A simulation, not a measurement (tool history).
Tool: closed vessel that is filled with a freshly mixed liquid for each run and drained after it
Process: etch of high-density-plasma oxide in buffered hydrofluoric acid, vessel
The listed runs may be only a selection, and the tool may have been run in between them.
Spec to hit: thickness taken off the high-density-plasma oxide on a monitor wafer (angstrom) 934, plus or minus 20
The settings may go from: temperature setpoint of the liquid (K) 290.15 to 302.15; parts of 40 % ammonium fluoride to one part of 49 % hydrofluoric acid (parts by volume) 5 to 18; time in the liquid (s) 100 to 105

run	day	temperature setpoint of the liquid (K)	parts of 40 % ammonium fluoride to one part of 49 % hydrofluoric acid (parts by volume)	time in the liquid (s)	thickness taken off the high-density-plasma oxide on a monitor wafer (angstrom)
1	0	294.15	11	100	1078.3
2	0.271	294.15	11	105	1136.1
3	0.471	291.65	11	105	988.09
4	0.525	291.65	10	105	1092.8
5	0.796	291.65	8.5	105	1244.5
6	1.012	291.65	9	105	1205.9
7	1.275	291.65	9.5	105	1140.2
8	1.362	290.65	10	105	1023.9

Which single option among these 5 for the next run brings every result within its allowed miss of target? Just one does.
A	1.45	290.15	8.5	105	?
B	1.45	290.15	9.5	100	?
C	1.45	294.15	10.5	100	?
D	1.45	290.15	9.5	105	?
E	1.45	290.65	10.5	100	?

move	thickness taken off the high-density-plasma oxide on a monitor wafer (angstrom)
A	1139.4
B	986.42
C	1120.9
D	1035.7
E	920.45
A: the biggest miss grows against the last run
B: better than the last run, though not everything is in spec
C: the biggest miss grows against the last run
D: the biggest miss grows against the last run
E: each result inside its tolerance
Answer: E
